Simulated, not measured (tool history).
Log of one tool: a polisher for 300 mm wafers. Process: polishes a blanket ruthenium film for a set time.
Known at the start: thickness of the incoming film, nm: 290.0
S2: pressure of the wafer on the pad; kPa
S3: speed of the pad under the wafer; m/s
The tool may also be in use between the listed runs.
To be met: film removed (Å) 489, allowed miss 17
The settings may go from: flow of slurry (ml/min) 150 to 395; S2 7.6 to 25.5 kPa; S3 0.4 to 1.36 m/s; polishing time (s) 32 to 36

{"run": 1, "day": 0.0, "flow of slurry (ml/min)": 250, "S2": 16.5, "S3": 0.88, "polishing time (s)": 36, "film removed (Å)": 371.8}
{"run": 2, "day": 0.246, "flow of slurry (ml/min)": 305, "S2": 16.5, "S3": 0.88, "polishing time (s)": 36, "film removed (Å)": 382.38}
{"run": 3, "day": 0.375, "flow of slurry (ml/min)": 305, "S2": 17.2, "S3": 0.88, "polishing time (s)": 36, "film removed (Å)": 399.94}
{"run": 4, "day": 0.538, "flow of slurry (ml/min)": 305, "S2": 17.2, "S3": 1.02, "polishing time (s)": 36, "film removed (Å)": 467.49}
{"run": 5, "day": 0.754, "flow of slurry (ml/min)": 305, "S2": 17.2, "S3": 1.02, "polishing time (s)": 32, "film removed (Å)": 407.71}
{"run": 6, "day": 0.971, "flow of slurry (ml/min)": 305, "S2": 17.9, "S3": 1.02, "polishing time (s)": 32, "film removed (Å)": 424.46}
{"run": 7, "day": 1.3, "flow of slurry (ml/min)": 305, "S2": 18.6, "S3": 1.02, "polishing time (s)": 32, "film removed (Å)": 439.36}
{"run": 8, "day": 1.55, "flow of slurry (ml/min)": 305, "S2": 19.3, "S3": 1.02, "polishing time (s)": 32, "film removed (Å)": 456.7}

5 next moves are on the table. One of them brings every result within its allowed miss. Which?
{"run": "A", "day": 1.8, "flow of slurry (ml/min)": 255, "S2": 16.5, "S3": 1.08, "polishing time (s)": 33, "film removed (Å)": "?"}
{"run": "B", "day": 1.8, "flow of slurry (ml/min)": 325, "S2": 16.5, "S3": 0.96, "polishing time (s)": 35, "film removed (Å)": "?"}
{"run": "C", "day": 1.8, "flow of slurry (ml/min)": 295, "S2": 15.2, "S3": 1.08, "polishing time (s)": 34, "film removed (Å)": "?"}
{"run": "D", "day": 1.8, "flow of slurry (ml/min)": 340, "S2": 18.6, "S3": 1, "polishing time (s)": 33, "film removed (Å)": "?"}
{"run": "E", "day": 1.8, "flow of slurry (ml/min)": 315, "S2": 22.8, "S3": 0.86, "polishing time (s)": 34, "film removed (Å)": "?"}

move=A film_removed_(Å)=420.96
move=B film_removed_(Å)=405.07
move=C film_removed_(Å)=402.94
move=D film_removed_(Å)=446.93
move=E film_removed_(Å)=481.24
A: further off than the last run
B: further off than the last run
C: further off than the last run
D: further off than the last run
E: meets every target
The right move is E.
